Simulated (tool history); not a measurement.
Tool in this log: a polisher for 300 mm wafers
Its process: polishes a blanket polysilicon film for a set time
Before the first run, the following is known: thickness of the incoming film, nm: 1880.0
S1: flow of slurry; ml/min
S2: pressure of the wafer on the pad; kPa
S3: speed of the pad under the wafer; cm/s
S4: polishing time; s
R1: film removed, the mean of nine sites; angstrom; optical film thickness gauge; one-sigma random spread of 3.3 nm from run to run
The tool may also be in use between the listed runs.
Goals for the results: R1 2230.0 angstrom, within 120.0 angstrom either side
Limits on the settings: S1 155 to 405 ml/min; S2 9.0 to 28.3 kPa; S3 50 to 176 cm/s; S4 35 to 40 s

run    day   S1    S2   S3  S4      R1
  1  0.000  260  18.6  112  40  3727.4
  2  0.254  260  18.6  134  40  4452.0
  3  0.433  210  18.6  134  40  4212.6
  4  0.742  205  16.5  130  40  3778.9
  5  1.033  205  14.5  130  40  3466.5
  6  1.212  205  14.5  112  40  3027.7
  7  1.512  205  14.5  112  40  3048.6
  8  1.542  205  13.1  108  40  2840.1
  9  1.662  205  12.4  106  40  2664.1

Below are 4 possible settings for the next run. Only one of them brings all results inside the allowed miss of their targets. Which is it?
  A  1.783  155  12.4  122  35   ?
  B  1.783  210  12.4   96  39   ?
  C  1.783  225   9.7  120  35   ?
  D  1.783  215  11.7  100  40   ?

move      R1
   A  2521.5
   B  2417.6
   C  2278.5
   D  2484.7
A: closes in on the targets versus the last run, not all within tolerance yet
B: closes in on the targets versus the last run, not all within tolerance yet
C: every result lands within tolerance
D: closes in on the targets versus the last run, not all within tolerance yet
C is the move that brings every result within its allowed miss.

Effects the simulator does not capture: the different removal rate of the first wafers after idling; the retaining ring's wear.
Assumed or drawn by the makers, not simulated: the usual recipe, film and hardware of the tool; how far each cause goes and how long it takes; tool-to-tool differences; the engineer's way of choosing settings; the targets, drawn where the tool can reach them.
